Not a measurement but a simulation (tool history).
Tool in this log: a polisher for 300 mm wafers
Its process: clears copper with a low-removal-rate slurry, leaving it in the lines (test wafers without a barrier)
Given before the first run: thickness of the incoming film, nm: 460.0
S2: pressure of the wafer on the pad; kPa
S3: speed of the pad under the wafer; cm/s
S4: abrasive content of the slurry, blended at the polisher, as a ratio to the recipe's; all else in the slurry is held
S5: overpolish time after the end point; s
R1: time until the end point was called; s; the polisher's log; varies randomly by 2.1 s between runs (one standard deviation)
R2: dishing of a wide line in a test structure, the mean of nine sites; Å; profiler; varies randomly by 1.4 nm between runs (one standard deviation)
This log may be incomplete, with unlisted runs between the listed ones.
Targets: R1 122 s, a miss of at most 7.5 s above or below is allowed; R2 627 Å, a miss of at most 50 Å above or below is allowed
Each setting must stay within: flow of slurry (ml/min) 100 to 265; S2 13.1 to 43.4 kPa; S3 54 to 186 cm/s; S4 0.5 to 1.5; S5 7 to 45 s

{"run": 1, "day": 0.0, "flow of slurry (ml/min)": 170, "S2": 28.3, "S3": 118, "S4": 1, "S5": 23, "R1": 86.266, "R2": 583}
{"run": 2, "day": 0.121, "flow of slurry (ml/min)": 170, "S2": 28.3, "S3": 130, "S4": 1, "S5": 23, "R1": 80.742, "R2": 595.71}
{"run": 3, "day": 0.225, "flow of slurry (ml/min)": 170, "S2": 28.3, "S3": 142, "S4": 1, "S5": 23, "R1": 76.303, "R2": 628.42}
{"run": 4, "day": 0.558, "flow of slurry (ml/min)": 170, "S2": 26.9, "S3": 140, "S4": 1, "S5": 24, "R1": 77.291, "R2": 652.59}
{"run": 5, "day": 0.712, "flow of slurry (ml/min)": 170, "S2": 26.9, "S3": 140, "S4": 1, "S5": 19, "R1": 79.685, "R2": 530.72}
{"run": 6, "day": 0.971, "flow of slurry (ml/min)": 170, "S2": 26.9, "S3": 140, "S4": 1.1, "S5": 19, "R1": 78.968, "R2": 540.11}
{"run": 7, "day": 0.996, "flow of slurry (ml/min)": 170, "S2": 25.5, "S3": 138, "S4": 1.1, "S5": 21, "R1": 86.448, "R2": 548.88}
{"run": 8, "day": 1.112, "flow of slurry (ml/min)": 170, "S2": 24.1, "S3": 138, "S4": 1.1, "S5": 22, "R1": 84.484, "R2": 547.11}
{"run": 9, "day": 1.179, "flow of slurry (ml/min)": 170, "S2": 22.8, "S3": 134, "S4": 1.1, "S5": 24, "R1": 96.19, "R2": 546.85}
{"run": 10, "day": 1.217, "flow of slurry (ml/min)": 170, "S2": 22.1, "S3": 134, "S4": 1.1, "S5": 25, "R1": 99.791, "R2": 559.9}
{"run": 11, "day": 1.367, "flow of slurry (ml/min)": 170, "S2": 21.4, "S3": 134, "S4": 1.1, "S5": 26, "R1": 100.53, "R2": 570.68}
{"run": 12, "day": 1.417, "flow of slurry (ml/min)": 170, "S2": 20.7, "S3": 134, "S4": 1.1, "S5": 27, "R1": 105.97, "R2": 556.78}
{"run": 13, "day": 1.571, "flow of slurry (ml/min)": 170, "S2": 20.7, "S3": 134, "S4": 1.1, "S5": 28, "R1": 106.58, "R2": 579.22}
{"run": 14, "day": 1.783, "flow of slurry (ml/min)": 170, "S2": 20.7, "S3": 134, "S4": 1.1, "S5": 29, "R1": 104.55, "R2": 572.78}
{"run": 15, "day": 1.954, "flow of slurry (ml/min)": 170, "S2": 20, "S3": 134, "S4": 1.1, "S5": 30, "R1": 106.81, "R2": 579.98}
{"run": 16, "day": 2.246, "flow of slurry (ml/min)": 170, "S2": 19.3, "S3": 134, "S4": 1.1, "S5": 31, "R1": 110.85, "R2": 558.96}
{"run": 17, "day": 2.517, "flow of slurry (ml/min)": 170, "S2": 19.3, "S3": 134, "S4": 1.1, "S5": 32, "R1": 116.18, "R2": 613.36}

Exercise: of the 4 proposed moves below, exactly one satisfies all targets within the stated allowed misses. Which move is it?
{"run": "A", "day": 2.788, "flow of slurry (ml/min)": 170, "S2": 20.7, "S3": 134, "S4": 1.15, "S5": 31, "R1": "?", "R2": "?"}
{"run": "B", "day": 2.788, "flow of slurry (ml/min)": 105, "S2": 21.4, "S3": 144, "S4": 0.95, "S5": 31, "R1": "?", "R2": "?"}
{"run": "C", "day": 2.788, "flow of slurry (ml/min)": 165, "S2": 26.2, "S3": 94, "S4": 1.15, "S5": 33, "R1": "?", "R2": "?"}
{"run": "D", "day": 2.788, "flow of slurry (ml/min)": 165, "S2": 17.2, "S3": 142, "S4": 1.1, "S5": 37, "R1": "?", "R2": "?"}

move=A R1=102.06 R2=600.72
move=B R1=104.08 R2=595.46
move=C R1=105.08 R2=624.23
move=D R1=117.58 R2=602.68
A: further off than the last run
B: further off than the last run
C: further off than the last run
D: every result lands within tolerance
The right move is D.
